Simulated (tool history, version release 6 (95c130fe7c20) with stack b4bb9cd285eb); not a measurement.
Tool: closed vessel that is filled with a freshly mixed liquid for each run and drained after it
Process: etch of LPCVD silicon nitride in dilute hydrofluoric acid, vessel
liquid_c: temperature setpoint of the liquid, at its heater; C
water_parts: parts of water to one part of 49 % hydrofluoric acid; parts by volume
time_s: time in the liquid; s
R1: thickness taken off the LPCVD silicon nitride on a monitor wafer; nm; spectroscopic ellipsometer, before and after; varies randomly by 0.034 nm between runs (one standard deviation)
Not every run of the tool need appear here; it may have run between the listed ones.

run 1 day=0 | liquid_c=22 water_parts=65 time_s=1830 | R1=12.271
run 2 day=0.371 | liquid_c=21 water_parts=70 time_s=1830 | R1=10.656
run 3 day=0.454 | liquid_c=20.5 water_parts=75 time_s=1830 | R1=9.506
run 4 day=0.475 | liquid_c=20.5 water_parts=85 time_s=1830 | R1=8.488
run 5 day=0.525 | liquid_c=20.5 water_parts=95 time_s=1830 | R1=7.6547
run 6 day=0.754 | liquid_c=22 water_parts=95 time_s=1830 | R1=8.4385
run 7 day=0.933 | liquid_c=21.5 water_parts=95 time_s=1830 | R1=8.1388
run 8 day=1.254 | liquid_c=21 water_parts=95 time_s=1830 | R1=7.9116

Forecast run 9:
run 9 day=1.321 | liquid_c=20.5 water_parts=95 time_s=1830 | R1=?

{"run 9": {"R1": 7.6697}}
